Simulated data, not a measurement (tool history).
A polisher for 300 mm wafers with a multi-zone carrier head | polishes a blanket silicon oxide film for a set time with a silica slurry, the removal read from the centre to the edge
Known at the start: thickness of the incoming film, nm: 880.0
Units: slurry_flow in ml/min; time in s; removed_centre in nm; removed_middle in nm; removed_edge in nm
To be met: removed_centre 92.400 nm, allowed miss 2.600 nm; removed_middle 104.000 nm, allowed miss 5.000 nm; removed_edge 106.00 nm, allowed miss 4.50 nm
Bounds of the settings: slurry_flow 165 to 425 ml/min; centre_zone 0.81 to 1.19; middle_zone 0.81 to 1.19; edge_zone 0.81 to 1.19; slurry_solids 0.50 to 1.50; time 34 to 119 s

run 1 day=0.000 | slurry_flow=275 centre_zone=1.00 middle_zone=1.00 edge_zone=1.00 slurry_solids=1.00 time=76 | removed_centre=130.590 removed_middle=135.680 removed_edge=135.65
run 2 day=0.342 | slurry_flow=275 centre_zone=1.00 middle_zone=1.00 edge_zone=1.00 slurry_solids=1.00 time=90 | removed_centre=154.260 removed_middle=158.780 removed_edge=162.74
run 3 day=0.458 | slurry_flow=275 centre_zone=1.00 middle_zone=1.00 edge_zone=0.92 slurry_solids=1.00 time=90 | removed_centre=154.550 removed_middle=158.490 removed_edge=155.14
run 4 day=0.771 | slurry_flow=230 centre_zone=1.00 middle_zone=1.00 edge_zone=0.92 slurry_solids=1.00 time=90 | removed_centre=150.600 removed_middle=151.390 removed_edge=147.31
run 5 day=1.054 | slurry_flow=265 centre_zone=1.00 middle_zone=1.00 edge_zone=0.92 slurry_solids=1.00 time=90 | removed_centre=155.820 removed_middle=156.350 removed_edge=154.63
run 6 day=1.329 | slurry_flow=255 centre_zone=0.97 middle_zone=0.99 edge_zone=0.92 slurry_solids=0.90 time=89 | removed_centre=138.660 removed_middle=149.650 removed_edge=144.65
run 7 day=1.371 | slurry_flow=270 centre_zone=0.91 middle_zone=0.89 edge_zone=0.93 slurry_solids=0.65 time=78 | removed_centre=98.918 removed_middle=103.300 removed_edge=110.02
run 8 day=1.650 | slurry_flow=265 centre_zone=0.90 middle_zone=0.89 edge_zone=0.93 slurry_solids=0.65 time=78 | removed_centre=96.954 removed_middle=105.520 removed_edge=110.04
run 9 day=1.821 | slurry_flow=260 centre_zone=0.90 middle_zone=0.89 edge_zone=0.93 slurry_solids=0.65 time=78 | removed_centre=97.030 removed_middle=104.350 removed_edge=109.55
run 10 day=1.988 | slurry_flow=255 centre_zone=0.90 middle_zone=0.89 edge_zone=0.93 slurry_solids=0.65 time=78 | removed_centre=97.527 removed_middle=99.987 removed_edge=106.80
run 11 day=2.267 | slurry_flow=255 centre_zone=0.89 middle_zone=0.89 edge_zone=0.93 slurry_solids=0.65 time=78 | removed_centre=95.141 removed_middle=100.550 removed_edge=107.60
run 12 day=2.392 | slurry_flow=255 centre_zone=0.89 middle_zone=0.90 edge_zone=0.93 slurry_solids=0.65 time=78 | removed_centre=96.212 removed_middle=103.650 removed_edge=109.24
run 13 day=2.417 | slurry_flow=255 centre_zone=0.89 middle_zone=0.90 edge_zone=0.92 slurry_solids=0.65 time=78 | removed_centre=96.452 removed_middle=102.910 removed_edge=106.40
run 14 day=2.688 | slurry_flow=255 centre_zone=0.89 middle_zone=0.90 edge_zone=0.92 slurry_solids=0.65 time=78 | removed_centre=94.986 removed_middle=103.270 removed_edge=107.70

5 next moves are on the table. One of them brings every result within its allowed miss. Which?
run A day=2.958 | slurry_flow=265 centre_zone=0.83 middle_zone=0.89 edge_zone=0.98 slurry_solids=0.60 time=83 | removed_centre=? removed_middle=? removed_edge=?
run B day=2.958 | slurry_flow=315 centre_zone=0.95 middle_zone=0.91 edge_zone=0.89 slurry_solids=0.65 time=74 | removed_centre=? removed_middle=? removed_edge=?
run C day=2.958 | slurry_flow=280 centre_zone=0.85 middle_zone=0.85 edge_zone=0.96 slurry_solids=0.70 time=79 | removed_centre=? removed_middle=? removed_edge=?
run D day=2.958 | slurry_flow=240 centre_zone=0.87 middle_zone=0.81 edge_zone=0.98 slurry_solids=0.50 time=95 | removed_centre=? removed_middle=? removed_edge=?
run E day=2.958 | slurry_flow=225 centre_zone=0.92 middle_zone=1.00 edge_zone=1.00 slurry_solids=0.50 time=86 | removed_centre=? removed_middle=? removed_edge=?

move=A removed_centre=90.884 removed_middle=103.580 removed_edge=114.53
move=B removed_centre=98.955 removed_middle=99.551 removed_edge=103.32
move=C removed_centre=96.740 removed_middle=104.510 removed_edge=117.66
move=D removed_centre=97.162 removed_middle=99.750 removed_edge=117.45
move=E removed_centre=92.209 removed_middle=102.280 removed_edge=106.42
A: brings the result that was furthest off to its target, and leaves another outside
B: further off than the last run
C: further off than the last run
D: further off than the last run
E: meets every target
The right move is E.
